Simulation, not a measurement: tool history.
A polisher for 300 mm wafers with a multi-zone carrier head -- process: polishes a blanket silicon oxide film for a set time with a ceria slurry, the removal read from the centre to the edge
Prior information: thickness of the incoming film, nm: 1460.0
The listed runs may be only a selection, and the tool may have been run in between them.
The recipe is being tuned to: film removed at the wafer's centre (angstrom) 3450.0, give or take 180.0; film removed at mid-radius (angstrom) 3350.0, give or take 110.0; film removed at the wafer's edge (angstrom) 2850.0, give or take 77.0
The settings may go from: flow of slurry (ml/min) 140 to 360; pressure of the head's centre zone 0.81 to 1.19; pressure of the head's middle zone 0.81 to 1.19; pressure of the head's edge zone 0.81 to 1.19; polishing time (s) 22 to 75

| run | hour | flow of slurry (ml/min) | pressure of the head's centre zone | pressure of the head's middle zone | pressure of the head's edge zone | polishing time (s) | film removed at the wafer's centre (angstrom) | film removed at mid-radius (angstrom) | film removed at the wafer's edge (angstrom) |
|---|---|---|---|---|---|---|---|---|---|
| 1 | 0.0 | 230 | 1.00 | 1.00 | 1.00 | 48 | 2117.5 | 2115.5 | 2047.9 |
| 2 | 1.8 | 230 | 1.00 | 1.00 | 1.07 | 48 | 2074.9 | 2059.7 | 2150.4 |
| 3 | 9.1 | 230 | 1.03 | 1.00 | 1.07 | 48 | 2162.6 | 2128.4 | 2148.1 |
| 4 | 16.6 | 250 | 1.03 | 1.00 | 1.07 | 48 | 2185.3 | 2126.3 | 2169.7 |
| 5 | 20.8 | 250 | 1.03 | 0.92 | 1.07 | 48 | 2199.1 | 1999.0 | 2186.7 |
| 6 | 25.5 | 250 | 1.03 | 0.95 | 1.07 | 48 | 2117.9 | 2056.9 | 2119.7 |
| 7 | 27.6 | 250 | 1.06 | 0.98 | 1.06 | 51 | 2435.2 | 2231.2 | 2273.7 |
| 8 | 31.9 | 260 | 1.07 | 1.02 | 1.06 | 53 | 2506.6 | 2401.3 | 2361.8 |

Which single option among these 4 for the next run brings every result within its allowed miss of target? Just one does.
| A | 36.2 | 285 | 1.06 | 1.19 | 0.96 | 64 | ? | ? | ? |
| B | 36.2 | 245 | 1.14 | 1.14 | 0.96 | 67 | ? | ? | ? |
| C | 36.2 | 255 | 0.97 | 1.18 | 1.13 | 42 | ? | ? | ? |
| D | 36.2 | 255 | 1.19 | 0.96 | 1.05 | 64 | ? | ? | ? |

| move | film removed at the wafer's centre (angstrom) | film removed at mid-radius (angstrom) | film removed at the wafer's edge (angstrom) |
|---|---|---|---|
| A | 3107.1 | 3320.5 | 2744.8 |
| B | 3445.6 | 3302.5 | 2845.4 |
| C | 1843.9 | 2142.2 | 1927.6 |
| D | 3446.7 | 2735.1 | 2845.5 |
A: brings the result that was furthest off to its target, and leaves another outside
B: hits every target within its allowed miss
C: the biggest miss grows against the last run
D: better than the last run, though not everything is in spec
Correct choice: B, which meets every target
